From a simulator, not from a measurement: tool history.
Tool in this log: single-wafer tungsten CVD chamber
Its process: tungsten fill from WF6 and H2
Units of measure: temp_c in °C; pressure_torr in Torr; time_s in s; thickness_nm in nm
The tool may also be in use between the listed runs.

| run | hour | temp_c | pressure_torr | time_s | thickness_nm |
|---|---|---|---|---|---|
| 1 | 0 | 390 | 46.8 | 30.4 | 85.294 |
| 2 | 3.7 | 380 | 46.8 | 30.4 | 68.123 |
| 3 | 8.9 | 380 | 55 | 30.4 | 73.674 |
| 4 | 12.2 | 380 | 55 | 31.4 | 76.224 |
| 5 | 21 | 382 | 55 | 31.4 | 79.881 |
| 6 | 27.5 | 383 | 55 | 31.4 | 81.771 |

Estimate the outcome of run 7 from the log above:
| 7 | 29.7 | 384 | 55 | 31.4 | ? |

thickness_nm: 83.998 nm
